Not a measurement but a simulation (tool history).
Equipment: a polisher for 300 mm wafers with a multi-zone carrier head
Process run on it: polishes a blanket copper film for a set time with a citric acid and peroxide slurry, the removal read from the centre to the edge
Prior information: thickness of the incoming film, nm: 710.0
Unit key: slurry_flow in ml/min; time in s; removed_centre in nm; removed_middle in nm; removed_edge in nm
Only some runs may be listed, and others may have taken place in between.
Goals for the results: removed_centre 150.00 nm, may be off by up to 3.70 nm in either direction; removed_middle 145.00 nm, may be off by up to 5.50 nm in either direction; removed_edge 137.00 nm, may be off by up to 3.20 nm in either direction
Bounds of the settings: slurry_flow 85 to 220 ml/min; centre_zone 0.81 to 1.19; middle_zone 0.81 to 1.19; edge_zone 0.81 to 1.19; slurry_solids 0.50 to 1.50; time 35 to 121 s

run	day	slurry_flow	centre_zone	middle_zone	edge_zone	slurry_solids	time	removed_centre	removed_middle	removed_edge
1	0.000	140	1.00	1.00	1.00	1.00	78	246.84	250.71	250.19
2	0.217	140	1.00	0.95	1.00	1.00	78	244.60	242.73	250.16
3	0.254	155	1.00	0.95	1.00	1.00	78	249.46	249.04	254.62
4	0.425	155	1.00	1.01	1.00	1.00	78	254.03	259.11	255.36
5	0.596	155	1.00	0.95	1.00	1.00	78	252.23	250.20	256.97
6	0.704	145	1.01	0.95	0.96	0.90	72	227.32	223.26	224.13
7	1.075	140	1.01	0.95	0.93	0.80	67	201.79	198.78	197.77
8	1.196	135	1.02	0.95	0.90	0.75	64	193.57	186.91	180.53
9	1.254	125	1.02	0.94	0.88	0.70	62	180.95	174.61	170.22
10	1.550	125	1.02	0.94	0.88	0.70	62	177.88	172.48	168.76
11	1.692	120	1.02	0.94	0.86	0.65	61	173.01	165.75	162.23
12	2.050	115	1.02	0.95	0.85	0.60	60	163.33	157.18	153.13
13	2.104	110	1.02	0.96	0.84	0.60	60	159.69	158.63	150.86
14	2.454	105	1.03	0.96	0.83	0.60	60	159.42	151.04	148.66
15	2.679	100	1.04	0.98	0.83	0.60	60	159.88	156.71	148.32

4 next moves are on the table. One of them brings every result within its allowed miss. Which?
A	2.904	115	1.09	1.04	0.92	0.50	54	?	?	?
B	2.904	105	1.03	1.06	0.81	0.55	57	?	?	?
C	2.904	115	1.07	1.11	0.81	0.50	55	?	?	?
D	2.904	125	1.02	1.17	0.81	0.60	52	?	?	?

move	removed_centre	removed_middle	removed_edge
A	150.85	145.29	136.44
B	148.96	154.60	136.36
C	150.87	154.95	131.13
D	145.31	162.07	131.09
A: meets every target
B: puts the biggest miss on target and leaves a different result outside tolerance
C: takes the result that was furthest off past its target
D: takes the result that was furthest off past its target
The move that meets every target is A.
